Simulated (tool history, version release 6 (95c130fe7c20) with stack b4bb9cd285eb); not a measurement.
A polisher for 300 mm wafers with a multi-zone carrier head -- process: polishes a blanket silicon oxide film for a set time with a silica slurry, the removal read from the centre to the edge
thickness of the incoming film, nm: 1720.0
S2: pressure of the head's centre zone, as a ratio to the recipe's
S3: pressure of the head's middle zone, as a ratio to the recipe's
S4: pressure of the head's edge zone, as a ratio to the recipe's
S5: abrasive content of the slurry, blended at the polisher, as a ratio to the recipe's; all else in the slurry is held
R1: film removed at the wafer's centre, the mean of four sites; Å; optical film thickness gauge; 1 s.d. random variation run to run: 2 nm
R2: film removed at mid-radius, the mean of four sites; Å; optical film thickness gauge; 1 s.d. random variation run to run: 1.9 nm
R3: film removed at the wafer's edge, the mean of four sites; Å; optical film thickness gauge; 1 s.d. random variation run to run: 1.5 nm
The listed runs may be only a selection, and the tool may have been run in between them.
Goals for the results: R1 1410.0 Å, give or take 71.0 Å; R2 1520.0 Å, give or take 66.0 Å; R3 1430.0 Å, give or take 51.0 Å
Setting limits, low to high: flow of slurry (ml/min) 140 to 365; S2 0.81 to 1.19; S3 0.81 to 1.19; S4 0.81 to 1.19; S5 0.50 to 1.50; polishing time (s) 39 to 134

{"run": 1, "day": 0.0, "flow of slurry (ml/min)": 235, "S2": 1.0, "S3": 1.0, "S4": 1.0, "S5": 1.0, "polishing time (s)": 86, "R1": 2014.1, "R2": 1998.7, "R3": 2003.5}
{"run": 2, "day": 0.208, "flow of slurry (ml/min)": 235, "S2": 0.99, "S3": 1.0, "S4": 0.99, "S5": 0.95, "polishing time (s)": 86, "R1": 1973.9, "R2": 1928.3, "R3": 1955.6}
{"run": 3, "day": 0.325, "flow of slurry (ml/min)": 235, "S2": 0.99, "S3": 0.93, "S4": 0.99, "S5": 0.95, "polishing time (s)": 86, "R1": 1971.5, "R2": 1868.4, "R3": 1904.4}
{"run": 4, "day": 0.412, "flow of slurry (ml/min)": 235, "S2": 0.97, "S3": 0.93, "S4": 0.97, "S5": 0.9, "polishing time (s)": 86, "R1": 1857.7, "R2": 1823.9, "R3": 1860.8}
{"run": 5, "day": 0.542, "flow of slurry (ml/min)": 235, "S2": 0.97, "S3": 0.94, "S4": 0.95, "S5": 0.85, "polishing time (s)": 86, "R1": 1829.8, "R2": 1765.9, "R3": 1814.8}
{"run": 6, "day": 0.742, "flow of slurry (ml/min)": 235, "S2": 0.97, "S3": 0.94, "S4": 0.88, "S5": 0.85, "polishing time (s)": 86, "R1": 1794.9, "R2": 1796.0, "R3": 1772.1}
{"run": 7, "day": 0.767, "flow of slurry (ml/min)": 235, "S2": 0.97, "S3": 0.94, "S4": 0.88, "S5": 0.85, "polishing time (s)": 86, "R1": 1841.3, "R2": 1803.1, "R3": 1763.7}
{"run": 8, "day": 0.912, "flow of slurry (ml/min)": 235, "S2": 0.96, "S3": 0.95, "S4": 0.87, "S5": 0.8, "polishing time (s)": 85, "R1": 1741.7, "R2": 1772.5, "R3": 1650.6}
{"run": 9, "day": 1.242, "flow of slurry (ml/min)": 235, "S2": 0.95, "S3": 0.94, "S4": 0.87, "S5": 0.8, "polishing time (s)": 85, "R1": 1758.8, "R2": 1736.4, "R3": 1667.4}

5 candidate next runs follow, results not yet known. Just one meets every target within its allowed miss. Identify it.
{"run": "A", "day": 1.571, "flow of slurry (ml/min)": 190, "S2": 0.99, "S3": 0.91, "S4": 1.03, "S5": 0.6, "polishing time (s)": 78, "R1": "?", "R2": "?", "R3": "?"}
{"run": "B", "day": 1.571, "flow of slurry (ml/min)": 145, "S2": 0.91, "S3": 0.86, "S4": 0.96, "S5": 0.8, "polishing time (s)": 79, "R1": "?", "R2": "?", "R3": "?"}
{"run": "C", "day": 1.571, "flow of slurry (ml/min)": 265, "S2": 0.89, "S3": 0.94, "S4": 0.95, "S5": 0.75, "polishing time (s)": 70, "R1": "?", "R2": "?", "R3": "?"}
{"run": "D", "day": 1.571, "flow of slurry (ml/min)": 230, "S2": 0.95, "S3": 0.88, "S4": 0.89, "S5": 0.65, "polishing time (s)": 78, "R1": "?", "R2": "?", "R3": "?"}
{"run": "E", "day": 1.571, "flow of slurry (ml/min)": 275, "S2": 0.93, "S3": 1.0, "S4": 0.9, "S5": 0.7, "polishing time (s)": 75, "R1": "?", "R2": "?", "R3": "?"}

move=A R1=1386.2 R2=1301.9 R3=1421.6
move=B R1=1415.7 R2=1391.8 R3=1550.5
move=C R1=1291.5 R2=1380.7 R3=1399.1
move=D R1=1415.0 R2=1346.9 R3=1401.4
move=E R1=1407.6 R2=1511.2 R3=1419.1
A: puts the biggest miss on target and leaves a different result outside tolerance
B: puts the biggest miss on target and leaves a different result outside tolerance
C: the result that was furthest off in the last run now lies on the other side of its target
D: puts the biggest miss on target and leaves a different result outside tolerance
E: all results land within tolerance of their targets
The right move is E.
